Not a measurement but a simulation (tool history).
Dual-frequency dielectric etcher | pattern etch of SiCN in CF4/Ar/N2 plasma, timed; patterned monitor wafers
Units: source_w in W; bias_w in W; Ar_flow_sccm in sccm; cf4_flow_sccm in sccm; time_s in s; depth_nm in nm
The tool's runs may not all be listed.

Run 1, hour 0.0: source_w 410 W, bias_w 62 W, Ar_flow_sccm 85 sccm, cf4_flow_sccm 62 sccm, time_s 111.5 s. Result: depth_nm 85.632 nm.
Run 2, hour 7.2: source_w 410 W, bias_w 62 W, Ar_flow_sccm 85 sccm, cf4_flow_sccm 62 sccm, time_s 111.5 s. Result: depth_nm 85.560 nm.
Run 3, hour 15.0: source_w 410 W, bias_w 62 W, Ar_flow_sccm 85 sccm, cf4_flow_sccm 62 sccm, time_s 111.5 s. Result: depth_nm 85.851 nm.
Run 4, hour 18.2: source_w 410 W, bias_w 72 W, Ar_flow_sccm 85 sccm, cf4_flow_sccm 62 sccm, time_s 111.5 s. Result: depth_nm 88.649 nm.
Run 5, hour 21.8: source_w 390 W, bias_w 72 W, Ar_flow_sccm 85 sccm, cf4_flow_sccm 62 sccm, time_s 111.5 s. Result: depth_nm 84.850 nm.
Run 6, hour 26.4: source_w 380 W, bias_w 72 W, Ar_flow_sccm 85 sccm, cf4_flow_sccm 62 sccm, time_s 111.5 s. Result: depth_nm 83.171 nm.
Run 7, hour 28.7: source_w 370 W, bias_w 72 W, Ar_flow_sccm 85 sccm, cf4_flow_sccm 62 sccm, time_s 111.5 s. Result: depth_nm 81.174 nm.
Run 8, hour 37.4: source_w 360 W, bias_w 72 W, Ar_flow_sccm 85 sccm, cf4_flow_sccm 62 sccm, time_s 111.5 s. Result: depth_nm 78.705 nm.
Run 9, hour 39.2: source_w 350 W, bias_w 72 W, Ar_flow_sccm 85 sccm, cf4_flow_sccm 62 sccm, time_s 111.5 s. Result: depth_nm 77.216 nm.

The next listed run, before its measurement:
Run 10, hour 40.5: source_w 340 W, bias_w 72 W, Ar_flow_sccm 85 sccm, cf4_flow_sccm 62 sccm, time_s 111.5 s. Result: depth_nm ?.

Run 10 gave depth_nm 74.823 nm.
